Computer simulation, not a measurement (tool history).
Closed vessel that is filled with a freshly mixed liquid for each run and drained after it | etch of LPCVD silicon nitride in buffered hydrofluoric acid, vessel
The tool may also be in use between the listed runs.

run    day  temperature setpoint of the liquid (K)  parts of 40 % ammonium fluoride to one part of 49 % hydrofluoric acid (parts by volume)  time in the liquid (s)  thickness taken off the LPCVD silicon nitride on a monitor wafer (Å)
  1  0.000                                  293.15                                                                                      8.0                    2870                                                                384.81
  2  0.362                                  290.65                                                                                      8.0                    2870                                                                333.76
  3  0.638                                  290.65                                                                                      9.5                    2870                                                                290.82
  4  0.879                                  293.15                                                                                      9.5                    2870                                                                332.88
  5  1.033                                  295.15                                                                                      8.5                    2875                                                                401.62
  6  1.308                                  295.15                                                                                      8.5                    3075                                                                432.59
  7  1.533                                  296.65                                                                                      8.0                    3075                                                                503.73

Run 8 comes next. What will it give?
  8  1.596                                  297.65                                                                                      7.5                    3075                                                                     ?

{"run 8": {"thickness taken off the LPCVD silicon nitride on a monitor wafer (Å)": 563.7}}
